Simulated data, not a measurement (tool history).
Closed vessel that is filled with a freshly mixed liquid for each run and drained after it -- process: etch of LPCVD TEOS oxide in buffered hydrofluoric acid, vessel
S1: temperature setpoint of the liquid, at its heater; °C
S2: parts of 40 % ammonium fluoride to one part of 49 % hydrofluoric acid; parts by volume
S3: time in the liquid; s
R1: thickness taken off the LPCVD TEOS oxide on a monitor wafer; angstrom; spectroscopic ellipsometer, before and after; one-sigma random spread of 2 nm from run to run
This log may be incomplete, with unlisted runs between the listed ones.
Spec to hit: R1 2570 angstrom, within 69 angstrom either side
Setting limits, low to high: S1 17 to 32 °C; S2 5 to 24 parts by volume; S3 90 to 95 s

run	hour	S1	S2	S3	R1
1	0	24	14.5	90	1498.8
2	7.9	24	17.5	90	1243
3	8.7	24	14	90	1546.1
4	12.7	26	13.5	90	1780.2
5	19.4	28.5	13.5	90	2026.1
6	28.1	25	13.5	90	1670.8
7	29.8	29	12.5	90	2227.4
8	36.3	29.5	12.5	90	2311.7

Pick the move, out of 5, that brings all results within their allowed miss; only one does.
A	42.8	32	17	95	?
B	42.8	29.5	14.5	90	?
C	42.8	31.5	12.5	90	?
D	42.8	31.5	15	90	?
E	42.8	29.5	13.5	90	?

move	R1
A	2042.5
B	1984
C	2547.2
D	2131.3
E	2127.8
A: moves away from the targets compared with the last run
B: moves away from the targets compared with the last run
C: all results in spec
D: moves away from the targets compared with the last run
E: moves away from the targets compared with the last run
Move C is the one to make.
